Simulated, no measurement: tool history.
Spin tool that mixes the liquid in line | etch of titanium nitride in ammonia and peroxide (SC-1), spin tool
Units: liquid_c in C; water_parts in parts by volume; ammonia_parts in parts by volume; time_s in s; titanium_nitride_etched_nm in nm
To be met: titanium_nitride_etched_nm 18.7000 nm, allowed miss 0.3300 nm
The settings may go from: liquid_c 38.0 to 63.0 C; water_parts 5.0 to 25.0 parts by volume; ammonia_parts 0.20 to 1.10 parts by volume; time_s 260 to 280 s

run	day	liquid_c	water_parts	ammonia_parts	time_s	titanium_nitride_etched_nm
1	0.000	47.0	14.0	0.60	260	9.9236
2	0.217	47.0	12.0	0.60	260	10.7110
3	0.242	49.5	12.0	0.60	260	12.7990
4	0.471	49.5	9.0	0.60	260	14.8740
5	0.562	44.5	9.0	0.60	260	10.3860
6	0.912	44.5	12.0	0.60	260	8.9627
7	1.071	47.5	12.0	0.60	260	11.1550
8	1.192	55.5	12.0	0.60	260	19.3440

Which of these 5 next moves meets every target?
A	1.312	54.5	9.0	0.50	260	?
B	1.312	53.0	10.5	0.75	260	?
C	1.312	58.0	14.5	0.35	260	?
D	1.312	51.0	6.5	0.75	260	?
E	1.312	55.5	13.5	0.55	280	?

move	titanium_nitride_etched_nm
A	20.3710
B	18.1850
C	18.7350
D	20.0880
E	19.2760
A: further off than the last run
B: takes the result that was furthest off past its target
C: meets every target
D: further off than the last run
E: nearer than the last run, and not there yet
The right move is C.
